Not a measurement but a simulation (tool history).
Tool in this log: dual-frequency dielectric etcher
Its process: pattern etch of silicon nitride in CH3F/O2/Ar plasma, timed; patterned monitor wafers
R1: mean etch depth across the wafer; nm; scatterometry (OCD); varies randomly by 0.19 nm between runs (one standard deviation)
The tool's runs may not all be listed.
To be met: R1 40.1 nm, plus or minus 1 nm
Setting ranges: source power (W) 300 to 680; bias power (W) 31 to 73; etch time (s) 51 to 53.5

run 1 hour=0 | source_power_(W)=490 bias_power_(W)=52 etch_time_(s)=51 | R1=33.579
run 2 hour=2.9 | source_power_(W)=490 bias_power_(W)=56 etch_time_(s)=51 | R1=33.961
run 3 hour=6.3 | source_power_(W)=490 bias_power_(W)=61 etch_time_(s)=51 | R1=35.237
run 4 hour=9.3 | source_power_(W)=500 bias_power_(W)=62 etch_time_(s)=51 | R1=35.913
run 5 hour=16.7 | source_power_(W)=500 bias_power_(W)=69 etch_time_(s)=51 | R1=37.061
run 6 hour=22.3 | source_power_(W)=500 bias_power_(W)=60 etch_time_(s)=51 | R1=35.24
run 7 hour=30.4 | source_power_(W)=510 bias_power_(W)=61 etch_time_(s)=51 | R1=35.746
run 8 hour=39.1 | source_power_(W)=520 bias_power_(W)=61 etch_time_(s)=51 | R1=35.921
run 9 hour=41.9 | source_power_(W)=530 bias_power_(W)=62 etch_time_(s)=51 | R1=36.479
run 10 hour=43.2 | source_power_(W)=540 bias_power_(W)=62 etch_time_(s)=51 | R1=36.577
run 11 hour=46.5 | source_power_(W)=550 bias_power_(W)=63 etch_time_(s)=51 | R1=36.951
run 12 hour=48.9 | source_power_(W)=560 bias_power_(W)=64 etch_time_(s)=51 | R1=37.766
run 13 hour=56.2 | source_power_(W)=570 bias_power_(W)=64 etch_time_(s)=51 | R1=37.761
run 14 hour=56.9 | source_power_(W)=570 bias_power_(W)=64 etch_time_(s)=51 | R1=37.757
run 15 hour=61.3 | source_power_(W)=580 bias_power_(W)=64 etch_time_(s)=51 | R1=38.054

5 candidate next runs follow, results not yet known. Just one meets every target within its allowed miss. Identify it.
run A hour=65.7 | source_power_(W)=540 bias_power_(W)=62 etch_time_(s)=52 | R1=?
run B hour=65.7 | source_power_(W)=650 bias_power_(W)=64 etch_time_(s)=53.5 | R1=?
run C hour=65.7 | source_power_(W)=560 bias_power_(W)=63 etch_time_(s)=51.5 | R1=?
run D hour=65.7 | source_power_(W)=550 bias_power_(W)=63 etch_time_(s)=52.5 | R1=?
run E hour=65.7 | source_power_(W)=580 bias_power_(W)=64 etch_time_(s)=53.5 | R1=?

move=A R1=37.115
move=B R1=41.452
move=C R1=37.478
move=D R1=37.942
move=E R1=39.673
A: moves away from the targets compared with the last run
B: takes the result that was furthest off past its target
C: moves away from the targets compared with the last run
D: moves away from the targets compared with the last run
E: hits every target within its allowed miss
The move that meets every target is E.

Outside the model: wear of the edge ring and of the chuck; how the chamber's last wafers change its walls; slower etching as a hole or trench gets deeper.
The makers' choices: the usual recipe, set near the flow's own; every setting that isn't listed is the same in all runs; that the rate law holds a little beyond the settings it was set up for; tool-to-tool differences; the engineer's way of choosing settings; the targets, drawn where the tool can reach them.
